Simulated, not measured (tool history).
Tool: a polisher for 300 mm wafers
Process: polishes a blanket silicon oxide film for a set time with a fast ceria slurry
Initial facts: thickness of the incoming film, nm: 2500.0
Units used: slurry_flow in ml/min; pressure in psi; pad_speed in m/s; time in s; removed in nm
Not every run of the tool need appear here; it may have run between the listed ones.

Run 1, day 0.000: slurry_flow 255 ml/min, pressure 3.4 psi, pad_speed 0.76 m/s, time 35 s. Result: removed 436.34 nm.
Run 2, day 0.250: slurry_flow 255 ml/min, pressure 3.4 psi, pad_speed 0.76 m/s, time 35 s. Result: removed 438.63 nm.
Run 3, day 0.488: slurry_flow 255 ml/min, pressure 3.4 psi, pad_speed 0.60 m/s, time 35 s. Result: removed 335.25 nm.
Run 4, day 0.608: slurry_flow 255 ml/min, pressure 3.1 psi, pad_speed 0.60 m/s, time 35 s. Result: removed 312.42 nm.
Run 5, day 0.912: slurry_flow 255 ml/min, pressure 3.1 psi, pad_speed 0.60 m/s, time 31 s. Result: removed 276.93 nm.
Run 6, day 1.125: slurry_flow 210 ml/min, pressure 3.1 psi, pad_speed 0.60 m/s, time 31 s. Result: removed 271.71 nm.
Run 7, day 1.462: slurry_flow 210 ml/min, pressure 4.1 psi, pad_speed 0.68 m/s, time 31 s. Result: removed 403.59 nm.

What will run 8 give?
Run 8, day 1.488: slurry_flow 220 ml/min, pressure 4.3 psi, pad_speed 0.68 m/s, time 31 s. Result: removed ?.

removed: 426.68 nm

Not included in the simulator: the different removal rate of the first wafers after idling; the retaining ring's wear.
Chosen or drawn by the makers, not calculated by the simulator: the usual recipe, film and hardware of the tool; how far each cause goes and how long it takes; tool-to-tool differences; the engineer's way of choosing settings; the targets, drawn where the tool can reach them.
